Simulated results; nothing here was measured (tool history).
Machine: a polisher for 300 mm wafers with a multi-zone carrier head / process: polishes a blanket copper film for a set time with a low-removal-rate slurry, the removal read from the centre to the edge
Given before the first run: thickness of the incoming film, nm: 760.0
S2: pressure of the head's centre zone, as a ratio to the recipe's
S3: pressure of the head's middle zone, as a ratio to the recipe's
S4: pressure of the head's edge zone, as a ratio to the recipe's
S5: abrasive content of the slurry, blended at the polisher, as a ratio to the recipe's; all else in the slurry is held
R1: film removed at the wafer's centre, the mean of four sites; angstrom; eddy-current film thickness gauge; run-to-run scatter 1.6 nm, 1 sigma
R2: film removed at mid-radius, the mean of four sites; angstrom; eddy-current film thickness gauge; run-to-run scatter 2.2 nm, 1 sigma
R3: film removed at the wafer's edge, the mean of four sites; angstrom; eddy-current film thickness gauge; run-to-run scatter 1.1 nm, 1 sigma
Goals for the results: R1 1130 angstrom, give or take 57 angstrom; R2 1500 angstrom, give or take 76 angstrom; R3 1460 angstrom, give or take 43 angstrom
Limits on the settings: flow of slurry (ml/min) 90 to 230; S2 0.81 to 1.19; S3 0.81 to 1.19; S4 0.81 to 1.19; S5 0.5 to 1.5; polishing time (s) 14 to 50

Run 1, hour 0: flow of slurry (ml/min) 150, S2 1, S3 1, S4 1, S5 1, polishing time (s) 32. Result: R1 1100.6 angstrom, R2 1149.7 angstrom, R3 1127.8 angstrom.
Run 2, hour 6.1: flow of slurry (ml/min) 150, S2 1, S3 1, S4 1, S5 1, polishing time (s) 24. Result: R1 829.54 angstrom, R2 850.43 angstrom, R3 838.41 angstrom.
Run 3, hour 7.6: flow of slurry (ml/min) 150, S2 1, S3 1.04, S4 1, S5 1, polishing time (s) 24. Result: R1 830.2 angstrom, R2 884.33 angstrom, R3 839.79 angstrom.
Run 4, hour 12.1: flow of slurry (ml/min) 135, S2 1, S3 1.04, S4 1, S5 1, polishing time (s) 24. Result: R1 837 angstrom, R2 869.85 angstrom, R3 834.62 angstrom.
Run 5, hour 17.3: flow of slurry (ml/min) 115, S2 1, S3 1.04, S4 1, S5 1, polishing time (s) 24. Result: R1 803.88 angstrom, R2 834.22 angstrom, R3 816.45 angstrom.
Run 6, hour 18.8: flow of slurry (ml/min) 145, S2 1, S3 1.04, S4 1, S5 1, polishing time (s) 24. Result: R1 838.31 angstrom, R2 889.27 angstrom, R3 839.88 angstrom.
Run 7, hour 21.3: flow of slurry (ml/min) 150, S2 0.96, S3 1.05, S4 1.04, S5 1.1, polishing time (s) 27. Result: R1 919.82 angstrom, R2 1004.8 angstrom, R3 1000.1 angstrom.
Run 8, hour 23.2: flow of slurry (ml/min) 190, S2 0.86, S3 1.15, S4 1.1, S5 1.35, polishing time (s) 33. Result: R1 1103.8 angstrom, R2 1461.1 angstrom, R3 1349.6 angstrom.
Run 9, hour 28.2: flow of slurry (ml/min) 195, S2 0.86, S3 1.15, S4 1.12, S5 1.35, polishing time (s) 33. Result: R1 1129.1 angstrom, R2 1505.9 angstrom, R3 1342.4 angstrom.
Run 10, hour 33.4: flow of slurry (ml/min) 190, S2 0.85, S3 1.14, S4 1.12, S5 1.4, polishing time (s) 33. Result: R1 1072.9 angstrom, R2 1506.2 angstrom, R3 1381.5 angstrom.
Run 11, hour 35.4: flow of slurry (ml/min) 195, S2 0.86, S3 1.12, S4 1.13, S5 1.4, polishing time (s) 33. Result: R1 1137.1 angstrom, R2 1441.2 angstrom, R3 1395.1 angstrom.

Next run, 5 choices. One meets every target within its allowed miss, the rest don't. Which?
Run A, hour 37.4: flow of slurry (ml/min) 120, S2 0.81, S3 0.99, S4 1.19, S5 1.5, polishing time (s) 36. Result: R1 ?, R2 ?, R3 ?.
Run B, hour 37.4: flow of slurry (ml/min) 220, S2 0.9, S3 1.19, S4 1.1, S5 1, polishing time (s) 34. Result: R1 ?, R2 ?, R3 ?.
Run C, hour 37.4: flow of slurry (ml/min) 200, S2 0.88, S3 1.09, S4 1.14, S5 1.4, polishing time (s) 31. Result: R1 ?, R2 ?, R3 ?.
Run D, hour 37.4: flow of slurry (ml/min) 195, S2 0.89, S3 1.01, S4 1.15, S5 1.4, polishing time (s) 34. Result: R1 ?, R2 ?, R3 ?.
Run E, hour 37.4: flow of slurry (ml/min) 185, S2 0.81, S3 1.02, S4 1.01, S5 1.2, polishing time (s) 38. Result: R1 ?, R2 ?, R3 ?.

move      R1      R2      R3
   A  1074.3  1362.7  1483.8
   B  1138.7  1498.7  1299.2
   C  1091.7  1365.8  1306.3
   D  1205.6  1398.8  1436.9
   E  1167.3  1504.1  1437.5
A: gets the furthest-off result to its target, but another result is out of tolerance
B: its largest miss is bigger than the last run's
C: its largest miss is bigger than the last run's
D: gets the furthest-off result to its target, but another result is out of tolerance
E: every result lands within tolerance
The right move is E.
